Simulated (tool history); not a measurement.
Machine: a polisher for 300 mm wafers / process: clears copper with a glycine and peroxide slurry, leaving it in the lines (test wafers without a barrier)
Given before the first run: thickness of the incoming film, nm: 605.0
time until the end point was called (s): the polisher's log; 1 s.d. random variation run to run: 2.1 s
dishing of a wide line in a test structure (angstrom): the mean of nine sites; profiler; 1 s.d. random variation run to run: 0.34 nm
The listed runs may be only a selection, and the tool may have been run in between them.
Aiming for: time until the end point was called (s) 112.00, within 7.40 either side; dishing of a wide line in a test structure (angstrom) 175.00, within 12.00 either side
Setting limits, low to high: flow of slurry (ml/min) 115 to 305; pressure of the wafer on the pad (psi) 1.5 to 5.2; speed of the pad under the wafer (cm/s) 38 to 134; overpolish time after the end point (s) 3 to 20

| run | day | flow of slurry (ml/min) | pressure of the wafer on the pad (psi) | speed of the pad under the wafer (cm/s) | overpolish time after the end point (s) | time until the end point was called (s) | dishing of a wide line in a test structure (angstrom) |
|---|---|---|---|---|---|---|---|
| 1 | 0.000 | 195 | 3.3 | 86 | 10 | 90.69 | 314.12 |
| 2 | 0.188 | 195 | 3.3 | 74 | 10 | 104.27 | 295.79 |
| 3 | 0.254 | 195 | 3.3 | 54 | 10 | 130.91 | 257.29 |
| 4 | 0.346 | 195 | 3.3 | 54 | 13 | 129.73 | 314.13 |
| 5 | 0.608 | 195 | 3.3 | 74 | 13 | 103.83 | 346.27 |
| 6 | 0.658 | 190 | 3.3 | 72 | 10 | 106.73 | 294.89 |
| 7 | 0.846 | 190 | 3.3 | 72 | 10 | 108.89 | 290.30 |
| 8 | 1.050 | 220 | 3.2 | 70 | 8 | 111.26 | 250.56 |
| 9 | 1.100 | 240 | 3.2 | 70 | 7 | 110.36 | 231.58 |
| 10 | 1.358 | 250 | 3.2 | 70 | 6 | 110.79 | 210.87 |

Exercise: of the 5 proposed moves below, exactly one satisfies all targets within the stated allowed misses. Which move is it?
| A | 1.617 | 245 | 3.0 | 68 | 6 | ? | ? |
| B | 1.617 | 265 | 2.8 | 58 | 7 | ? | ? |
| C | 1.617 | 235 | 2.9 | 66 | 9 | ? | ? |
| D | 1.617 | 260 | 3.0 | 70 | 5 | ? | ? |
| E | 1.617 | 195 | 3.6 | 62 | 9 | ? | ? |

| move | time until the end point was called (s) | dishing of a wide line in a test structure (angstrom) |
|---|---|---|
| A | 113.15 | 203.74 |
| B | 131.93 | 205.94 |
| C | 118.80 | 263.55 |
| D | 109.89 | 180.81 |
| E | 111.60 | 273.51 |
A: closer than the last run, but not yet in spec
B: closer than the last run, but not yet in spec
C: lands further from the targets than the last run did
D: all results in spec
E: lands further from the targets than the last run did
Correct choice: D, which meets every target
